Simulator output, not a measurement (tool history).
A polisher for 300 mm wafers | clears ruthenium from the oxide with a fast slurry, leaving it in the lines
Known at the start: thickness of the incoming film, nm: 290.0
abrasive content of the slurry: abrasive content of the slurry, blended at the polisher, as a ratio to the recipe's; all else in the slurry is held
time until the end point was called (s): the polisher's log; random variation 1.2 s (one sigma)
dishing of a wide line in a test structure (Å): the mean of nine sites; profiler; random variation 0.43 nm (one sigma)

run  hour  flow of slurry (ml/min)  pressure of the wafer on the pad (kPa)  speed of the pad under the wafer (m/s)  abrasive content of the slurry  overpolish time after the end point (s)  time until the end point was called (s)  dishing of a wide line in a test structure (Å)
  1     0                      185                                      20                                    0.86                               1                                       11                                   80.156                                          303.91
  2     3                      185                                      20                                    0.86                               1                                        7                                   81.647                                          205.79
  3   7.8                      185                                      20                                    0.96                               1                                        7                                    72.77                                          229.23
  4  14.9                      185                                      20                                     0.8                               1                                        7                                   85.323                                          198.25
  5  22.2                      185                                      20                                     0.8                               1                                        9                                   85.475                                          243.74
  6  24.2                      210                                      20                                     0.8                               1                                        9                                   83.741                                           244.1
  7  28.9                      200                                    18.6                                     0.8                               1                                       10                                   92.196                                           247.7
  8  30.6                      195                                    17.9                                     0.8                               1                                       11                                   94.024                                          259.91
  9  38.9                      190                                    17.2                                     0.8                               1                                       12                                   99.389                                          263.35

Forecast run 10:
 10  45.3                      180                                    16.5                                     0.8                               1                                       12                                        ?                                               ?

time until the end point was called (s): 102.09
dishing of a wide line in a test structure (Å): 267.03
